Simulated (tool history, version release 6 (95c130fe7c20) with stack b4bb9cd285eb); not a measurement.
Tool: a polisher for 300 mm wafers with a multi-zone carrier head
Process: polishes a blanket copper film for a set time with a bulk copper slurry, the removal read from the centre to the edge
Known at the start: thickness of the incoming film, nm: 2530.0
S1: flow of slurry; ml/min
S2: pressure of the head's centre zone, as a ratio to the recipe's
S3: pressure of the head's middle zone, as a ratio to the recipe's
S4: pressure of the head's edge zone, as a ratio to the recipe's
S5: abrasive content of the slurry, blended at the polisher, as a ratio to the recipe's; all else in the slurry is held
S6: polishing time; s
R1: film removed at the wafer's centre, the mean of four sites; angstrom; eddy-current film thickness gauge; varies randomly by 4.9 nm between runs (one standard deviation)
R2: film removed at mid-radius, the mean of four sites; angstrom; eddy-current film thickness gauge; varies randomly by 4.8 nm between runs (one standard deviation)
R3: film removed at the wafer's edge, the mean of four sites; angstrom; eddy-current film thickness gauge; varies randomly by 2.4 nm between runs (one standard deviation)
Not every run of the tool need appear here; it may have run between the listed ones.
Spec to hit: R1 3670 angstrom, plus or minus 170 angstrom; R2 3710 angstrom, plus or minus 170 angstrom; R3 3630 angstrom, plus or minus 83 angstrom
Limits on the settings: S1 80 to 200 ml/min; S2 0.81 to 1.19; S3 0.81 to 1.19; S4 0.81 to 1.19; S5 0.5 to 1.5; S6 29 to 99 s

run 1 hour=0 | S1=130 S2=1 S3=1 S4=1 S5=1 S6=64 | R1=4627.7 R2=4765.3 R3=4639.6
run 2 hour=2.7 | S1=120 S2=0.99 S3=0.98 S4=0.96 S5=0.85 S6=63 | R1=4277.8 R2=4493.1 R3=4395.3
run 3 hour=3.5 | S1=115 S2=1 S3=0.97 S4=0.93 S5=0.75 S6=61 | R1=4129 R2=4066.2 R3=4088
run 4 hour=10.7 | S1=95 S2=1 S3=0.97 S4=0.93 S5=0.75 S6=61 | R1=3867.5 R2=3924 R3=3945.7
run 5 hour=16.4 | S1=90 S2=1 S3=0.97 S4=0.91 S5=0.7 S6=61 | R1=3699.7 R2=3772.4 R3=3843.8
run 6 hour=18.2 | S1=90 S2=1.01 S3=0.98 S4=0.89 S5=0.7 S6=61 | R1=3755.3 R2=3805.3 R3=3808.9
run 7 hour=20 | S1=90 S2=1.02 S3=0.99 S4=0.87 S5=0.7 S6=61 | R1=3856.5 R2=3808.3 R3=3766.8
run 8 hour=25.2 | S1=90 S2=1.02 S3=0.99 S4=0.87 S5=0.7 S6=61 | R1=3818.5 R2=3825 R3=3794
run 9 hour=31.9 | S1=90 S2=1.02 S3=0.99 S4=0.86 S5=0.7 S6=61 | R1=3767.3 R2=3799.1 R3=3741.1
run 10 hour=36.6 | S1=90 S2=1.02 S3=0.99 S4=0.85 S5=0.7 S6=61 | R1=3818.3 R2=3848.9 R3=3805.6
run 11 hour=37.8 | S1=90 S2=1.02 S3=1 S4=0.85 S5=0.65 S6=61 | R1=3762.7 R2=3936.8 R3=3730.8

Exercise: of the 5 proposed moves below, exactly one satisfies all targets within the stated allowed misses. Which move is it?
run A hour=39 | S1=100 S2=0.94 S3=1.07 S4=0.83 S5=0.5 S6=62 | R1=? R2=? R3=?
run B hour=39 | S1=85 S2=0.98 S3=0.95 S4=0.84 S5=0.65 S6=63 | R1=? R2=? R3=?
run C hour=39 | S1=80 S2=1.06 S3=1.01 S4=0.91 S5=0.75 S6=59 | R1=? R2=? R3=?
run D hour=39 | S1=80 S2=1.15 S3=0.9 S4=0.98 S5=0.7 S6=62 | R1=? R2=? R3=?
run E hour=39 | S1=80 S2=0.93 S3=0.91 S4=0.91 S5=0.65 S6=60 | R1=? R2=? R3=?

move=A R1=3471.2 R2=4190.2 R3=3699.9
move=B R1=3569.1 R2=3784.7 R3=3777.3
move=C R1=3575.6 R2=3726.1 R3=3638
move=D R1=4007.9 R2=3519.1 R3=3876.5
move=E R1=3162.3 R2=3406.4 R3=3632.4
A: the biggest miss grows against the last run
B: corrects the largest miss of the last run, while another result sits out of spec
C: hits every target within its allowed miss
D: the result that was furthest off in the last run now lies on the other side of its target
E: the result that was furthest off in the last run now lies on the other side of its target
Move C is the one to make.
